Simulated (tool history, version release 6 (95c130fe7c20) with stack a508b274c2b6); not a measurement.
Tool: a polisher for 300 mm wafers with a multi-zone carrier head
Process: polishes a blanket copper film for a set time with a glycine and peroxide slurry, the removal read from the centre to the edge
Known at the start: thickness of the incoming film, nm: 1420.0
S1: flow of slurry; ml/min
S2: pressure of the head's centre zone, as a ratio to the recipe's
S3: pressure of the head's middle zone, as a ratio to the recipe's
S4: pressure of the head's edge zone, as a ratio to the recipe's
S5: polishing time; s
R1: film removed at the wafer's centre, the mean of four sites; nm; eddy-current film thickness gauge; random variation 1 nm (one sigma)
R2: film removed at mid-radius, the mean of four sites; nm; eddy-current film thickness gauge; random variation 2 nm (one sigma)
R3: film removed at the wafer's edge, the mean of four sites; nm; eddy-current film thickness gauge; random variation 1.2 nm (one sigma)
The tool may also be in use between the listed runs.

Run 1, hour 0: S1 260 ml/min, S2 1, S3 1, S4 1, S5 51 s. Result: R1 235.7 nm, R2 244.7 nm, R3 247.02 nm.
Run 2, hour 5.1: S1 250 ml/min, S2 0.97, S3 0.96, S4 0.96, S5 46 s. Result: R1 205.18 nm, R2 214.01 nm, R3 218.79 nm.
Run 3, hour 12.5: S1 245 ml/min, S2 0.95, S3 0.93, S4 0.93, S5 43 s. Result: R1 188.83 nm, R2 192.88 nm, R3 203.21 nm.
Run 4, hour 13.4: S1 245 ml/min, S2 0.88, S3 0.93, S4 0.93, S5 43 s. Result: R1 177.92 nm, R2 195.61 nm, R3 200.6 nm.
Run 5, hour 15.6: S1 245 ml/min, S2 0.88, S3 0.89, S4 0.93, S5 43 s. Result: R1 177.97 nm, R2 187.9 nm, R3 202.19 nm.
Run 6, hour 23: S1 245 ml/min, S2 0.88, S3 0.92, S4 0.93, S5 43 s. Result: R1 174.31 nm, R2 189.43 nm, R3 201.7 nm.
Run 7, hour 31.9: S1 240 ml/min, S2 0.88, S3 0.91, S4 0.9, S5 41 s. Result: R1 169.26 nm, R2 178.93 nm, R3 190.54 nm.
Run 8, hour 36.5: S1 235 ml/min, S2 0.87, S3 0.91, S4 0.87, S5 40 s. Result: R1 161.39 nm, R2 176.07 nm, R3 183.35 nm.

Run 9 comes next. What will it give?
Run 9, hour 41.3: S1 230 ml/min, S2 0.88, S3 0.9, S4 0.85, S5 39 s. Result: R1 ?, R2 ?, R3 ?.

Run 9 gave R1 160.43 nm, R2 173.11 nm, R3 178.41 nm.

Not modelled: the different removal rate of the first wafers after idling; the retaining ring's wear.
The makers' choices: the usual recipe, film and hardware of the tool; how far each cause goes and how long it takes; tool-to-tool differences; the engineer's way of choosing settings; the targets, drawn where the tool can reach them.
